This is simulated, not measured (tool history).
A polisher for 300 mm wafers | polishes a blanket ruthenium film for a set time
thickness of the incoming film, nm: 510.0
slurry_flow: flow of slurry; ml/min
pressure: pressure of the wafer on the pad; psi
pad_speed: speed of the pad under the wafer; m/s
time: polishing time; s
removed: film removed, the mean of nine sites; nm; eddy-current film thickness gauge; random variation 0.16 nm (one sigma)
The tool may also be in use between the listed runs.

Run 1, hour 0: slurry_flow 225 ml/min, pressure 2.5 psi, pad_speed 1.14 m/s, time 40 s. Result: removed 66.689 nm.
Run 2, hour 6.3: slurry_flow 215 ml/min, pressure 2.1 psi, pad_speed 1 m/s, time 40 s. Result: removed 51.542 nm.
Run 3, hour 8.6: slurry_flow 180 ml/min, pressure 2.1 psi, pad_speed 1 m/s, time 40 s. Result: removed 50.086 nm.
Run 4, hour 11.9: slurry_flow 180 ml/min, pressure 2.1 psi, pad_speed 1 m/s, time 36 s. Result: removed 44.605 nm.
Run 5, hour 19.3: slurry_flow 135 ml/min, pressure 2.1 psi, pad_speed 1 m/s, time 36 s. Result: removed 42.621 nm.
Run 6, hour 22.8: slurry_flow 135 ml/min, pressure 1.8 psi, pad_speed 0.94 m/s, time 36 s. Result: removed 36.351 nm.

The next listed run, before its measurement:
Run 7, hour 26.2: slurry_flow 135 ml/min, pressure 1.1 psi, pad_speed 0.78 m/s, time 36 s. Result: removed ?.

{"run 7": {"removed": 21.995}}

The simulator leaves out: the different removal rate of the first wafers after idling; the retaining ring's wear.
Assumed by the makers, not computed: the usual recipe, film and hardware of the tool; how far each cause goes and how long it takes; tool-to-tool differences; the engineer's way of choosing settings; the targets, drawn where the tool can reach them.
